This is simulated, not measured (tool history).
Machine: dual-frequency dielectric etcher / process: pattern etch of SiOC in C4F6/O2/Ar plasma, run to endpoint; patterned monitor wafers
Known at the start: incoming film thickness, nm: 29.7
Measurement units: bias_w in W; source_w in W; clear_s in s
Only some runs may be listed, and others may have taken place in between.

run	hour	bias_w	source_w	clear_s
1	0.0	616	440	8.4354
2	2.0	657	440	8.3651
3	4.2	635	430	8.4868
4	9.1	635	510	8.0562
5	15.4	607	490	8.3163
6	24.4	607	560	8.0211

For run 7, what comes out?
7	25.6	484	470	?

{"run 7": {"clear_s": 9.1179}}
